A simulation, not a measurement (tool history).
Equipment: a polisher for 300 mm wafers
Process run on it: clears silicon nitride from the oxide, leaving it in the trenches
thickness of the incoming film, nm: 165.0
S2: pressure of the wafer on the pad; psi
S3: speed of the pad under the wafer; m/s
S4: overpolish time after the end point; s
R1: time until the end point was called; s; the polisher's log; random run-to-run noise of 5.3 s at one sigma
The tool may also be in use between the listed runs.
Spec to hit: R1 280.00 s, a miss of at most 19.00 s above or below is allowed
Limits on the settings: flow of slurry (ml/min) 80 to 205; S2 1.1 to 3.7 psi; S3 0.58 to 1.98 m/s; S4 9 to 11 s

run 1 hour=0.0 | flow_of_slurry_(ml/min)=135 S2=2.4 S3=1.28 S4=11 | R1=187.38
run 2 hour=2.3 | flow_of_slurry_(ml/min)=135 S2=2.2 S3=1.28 S4=11 | R1=203.85
run 3 hour=6.7 | flow_of_slurry_(ml/min)=135 S2=2.1 S3=1.26 S4=11 | R1=216.17
run 4 hour=8.6 | flow_of_slurry_(ml/min)=135 S2=2.3 S3=1.26 S4=11 | R1=197.02
run 5 hour=15.6 | flow_of_slurry_(ml/min)=135 S2=2.2 S3=1.24 S4=11 | R1=208.44
run 6 hour=20.0 | flow_of_slurry_(ml/min)=135 S2=2.2 S3=1.52 S4=11 | R1=170.45
run 7 hour=22.9 | flow_of_slurry_(ml/min)=135 S2=2.0 S3=1.50 S4=11 | R1=187.50
run 8 hour=31.3 | flow_of_slurry_(ml/min)=135 S2=1.8 S3=1.48 S4=11 | R1=213.76
run 9 hour=38.6 | flow_of_slurry_(ml/min)=135 S2=1.7 S3=1.48 S4=11 | R1=226.20
run 10 hour=39.3 | flow_of_slurry_(ml/min)=135 S2=1.6 S3=1.48 S4=11 | R1=240.29
run 11 hour=46.5 | flow_of_slurry_(ml/min)=135 S2=1.5 S3=1.48 S4=11 | R1=258.10

Which of these 5 next moves meets every target?
run A hour=53.7 | flow_of_slurry_(ml/min)=140 S2=1.6 S3=1.26 S4=11 | R1=?
run B hour=53.7 | flow_of_slurry_(ml/min)=110 S2=1.6 S3=1.72 S4=9 | R1=?
run C hour=53.7 | flow_of_slurry_(ml/min)=120 S2=1.1 S3=1.68 S4=11 | R1=?
run D hour=53.7 | flow_of_slurry_(ml/min)=165 S2=1.1 S3=1.48 S4=9 | R1=?
run E hour=53.7 | flow_of_slurry_(ml/min)=160 S2=1.6 S3=1.54 S4=11 | R1=?

move=A R1=279.77
move=B R1=216.67
move=C R1=310.40
move=D R1=332.01
move=E R1=225.09
A: hits every target within its allowed miss
B: lands further from the targets than the last run did
C: takes the result that was furthest off past its target
D: takes the result that was furthest off past its target
E: lands further from the targets than the last run did
Answer: A
